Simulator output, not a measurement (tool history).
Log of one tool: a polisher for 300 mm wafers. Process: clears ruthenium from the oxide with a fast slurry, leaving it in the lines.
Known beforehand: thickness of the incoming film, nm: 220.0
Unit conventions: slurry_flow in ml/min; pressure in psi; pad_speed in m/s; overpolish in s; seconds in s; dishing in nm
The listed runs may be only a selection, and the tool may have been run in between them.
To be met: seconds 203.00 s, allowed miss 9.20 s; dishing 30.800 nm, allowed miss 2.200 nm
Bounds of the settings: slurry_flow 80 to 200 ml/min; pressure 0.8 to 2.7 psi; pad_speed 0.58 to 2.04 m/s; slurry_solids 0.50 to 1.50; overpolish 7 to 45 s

Run 1, hour 0.0: slurry_flow 130 ml/min, pressure 1.7 psi, pad_speed 1.30 m/s, slurry_solids 1.00, overpolish 23 s. Result: seconds 101.01 s, dishing 39.838 nm.
Run 2, hour 0.9: slurry_flow 125 ml/min, pressure 1.4 psi, pad_speed 1.24 m/s, slurry_solids 1.00, overpolish 25 s. Result: seconds 129.78 s, dishing 35.533 nm.
Run 3, hour 7.9: slurry_flow 125 ml/min, pressure 1.4 psi, pad_speed 1.24 m/s, slurry_solids 1.00, overpolish 20 s. Result: seconds 125.47 s, dishing 29.432 nm.
Run 4, hour 15.5: slurry_flow 120 ml/min, pressure 1.2 psi, pad_speed 1.22 m/s, slurry_solids 1.00, overpolish 23 s. Result: seconds 150.89 s, dishing 29.405 nm.
Run 5, hour 23.2: slurry_flow 90 ml/min, pressure 1.2 psi, pad_speed 1.22 m/s, slurry_solids 1.00, overpolish 23 s. Result: seconds 161.60 s, dishing 27.409 nm.
Run 6, hour 29.4: slurry_flow 90 ml/min, pressure 1.2 psi, pad_speed 0.96 m/s, slurry_solids 1.00, overpolish 23 s. Result: seconds 206.97 s, dishing 23.046 nm.
Run 7, hour 30.9: slurry_flow 95 ml/min, pressure 1.2 psi, pad_speed 0.96 m/s, slurry_solids 1.00, overpolish 25 s. Result: seconds 203.60 s, dishing 23.941 nm.
Run 8, hour 33.9: slurry_flow 95 ml/min, pressure 1.2 psi, pad_speed 0.96 m/s, slurry_solids 1.00, overpolish 27 s. Result: seconds 206.43 s, dishing 26.365 nm.
At hour 35.5: slurry blender recalibrated.
Run 9, hour 35.5: slurry_flow 95 ml/min, pressure 1.2 psi, pad_speed 0.96 m/s, slurry_solids 1.00, overpolish 28 s. Result: seconds 143.58 s, dishing 37.252 nm.
Run 10, hour 39.0: slurry_flow 95 ml/min, pressure 1.2 psi, pad_speed 0.96 m/s, slurry_solids 1.00, overpolish 28 s. Result: seconds 142.20 s, dishing 36.210 nm.
Run 11, hour 48.0: slurry_flow 90 ml/min, pressure 1.1 psi, pad_speed 0.88 m/s, slurry_solids 1.00, overpolish 29 s. Result: seconds 169.59 s, dishing 32.359 nm.

Which of these 4 next moves meets every target?
Run A, hour 57.0: slurry_flow 85 ml/min, pressure 1.1 psi, pad_speed 0.78 m/s, slurry_solids 0.95, overpolish 33 s. Result: seconds ?, dishing ?.
Run B, hour 57.0: slurry_flow 100 ml/min, pressure 0.9 psi, pad_speed 0.76 m/s, slurry_solids 1.00, overpolish 30 s. Result: seconds ?, dishing ?.
Run C, hour 57.0: slurry_flow 85 ml/min, pressure 1.1 psi, pad_speed 0.86 m/s, slurry_solids 0.95, overpolish 37 s. Result: seconds ?, dishing ?.
Run D, hour 57.0: slurry_flow 105 ml/min, pressure 1.0 psi, pad_speed 0.96 m/s, slurry_solids 0.90, overpolish 29 s. Result: seconds ?, dishing ?.

move  seconds  dishing
   A   201.56   30.268
   B   232.95   24.536
   C   183.65   36.070
   D   180.43   29.791
A: all results in spec
B: carries the result that was furthest off beyond its target, to the other side
C: gains on the last run, yet a result remains outside its allowed miss
D: gains on the last run, yet a result remains outside its allowed miss
The move that meets every target is A.
